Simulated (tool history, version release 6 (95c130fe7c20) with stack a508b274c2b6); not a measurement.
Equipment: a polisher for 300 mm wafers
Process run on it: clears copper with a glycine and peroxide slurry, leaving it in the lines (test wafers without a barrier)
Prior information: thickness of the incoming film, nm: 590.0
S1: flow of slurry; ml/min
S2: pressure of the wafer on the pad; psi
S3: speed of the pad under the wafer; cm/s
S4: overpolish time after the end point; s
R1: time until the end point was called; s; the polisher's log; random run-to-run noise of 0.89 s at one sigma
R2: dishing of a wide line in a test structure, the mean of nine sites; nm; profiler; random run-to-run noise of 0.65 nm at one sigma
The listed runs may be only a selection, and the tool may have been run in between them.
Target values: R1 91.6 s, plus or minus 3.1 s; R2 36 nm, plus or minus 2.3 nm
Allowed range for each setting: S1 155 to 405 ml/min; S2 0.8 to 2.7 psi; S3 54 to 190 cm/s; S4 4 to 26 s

Run 1, day 0: S1 260 ml/min, S2 1.7 psi, S3 122 cm/s, S4 13 s. Result: R1 145.86 s, R2 35.662 nm.
Run 2, day 0.362: S1 210 ml/min, S2 1.7 psi, S3 122 cm/s, S4 13 s. Result: R1 147.1 s, R2 35.584 nm.
Run 3, day 0.562: S1 210 ml/min, S2 1.7 psi, S3 122 cm/s, S4 19 s. Result: R1 146.16 s, R2 46.181 nm.
Run 4, day 0.596: S1 210 ml/min, S2 1.7 psi, S3 122 cm/s, S4 16 s. Result: R1 146.14 s, R2 42.04 nm.
Run 5, day 0.838: S1 215 ml/min, S2 2 psi, S3 124 cm/s, S4 12 s. Result: R1 127.04 s, R2 37.921 nm.
Run 6, day 1.088: S1 215 ml/min, S2 2.2 psi, S3 126 cm/s, S4 10 s. Result: R1 117.13 s, R2 34.509 nm.
Run 7, day 1.158: S1 215 ml/min, S2 2.4 psi, S3 128 cm/s, S4 9 s. Result: R1 109.69 s, R2 35.16 nm.
Run 8, day 1.321: S1 215 ml/min, S2 2.5 psi, S3 132 cm/s, S4 8 s. Result: R1 101.41 s, R2 32.847 nm.
Run 9, day 1.642: S1 215 ml/min, S2 2.6 psi, S3 134 cm/s, S4 8 s. Result: R1 99.538 s, R2 33.411 nm.
Run 10, day 1.946: S1 215 ml/min, S2 2.6 psi, S3 136 cm/s, S4 8 s. Result: R1 99.878 s, R2 33.519 nm.
Run 11, day 2.262: S1 215 ml/min, S2 2.6 psi, S3 140 cm/s, S4 8 s. Result: R1 95.404 s, R2 35.345 nm.

Which one of the following 4 next-run settings gets every result inside its allowed miss? There is exactly one.
Run A, day 2.579: S1 230 ml/min, S2 2.4 psi, S3 150 cm/s, S4 9 s. Result: R1 ?, R2 ?.
Run B, day 2.579: S1 175 ml/min, S2 2.3 psi, S3 190 cm/s, S4 8 s. Result: R1 ?, R2 ?.
Run C, day 2.579: S1 260 ml/min, S2 2.6 psi, S3 126 cm/s, S4 9 s. Result: R1 ?, R2 ?.
Run D, day 2.579: S1 240 ml/min, S2 2.3 psi, S3 156 cm/s, S4 9 s. Result: R1 ?, R2 ?.

move     R1      R2
   A  98.09  37.238
   B  91.48  35.641
   C    100  36.936
   D  98.77  36.924
A: moves away from the targets compared with the last run
B: hits every target within its allowed miss
C: moves away from the targets compared with the last run
D: moves away from the targets compared with the last run
B is the move that brings every result within its allowed miss.
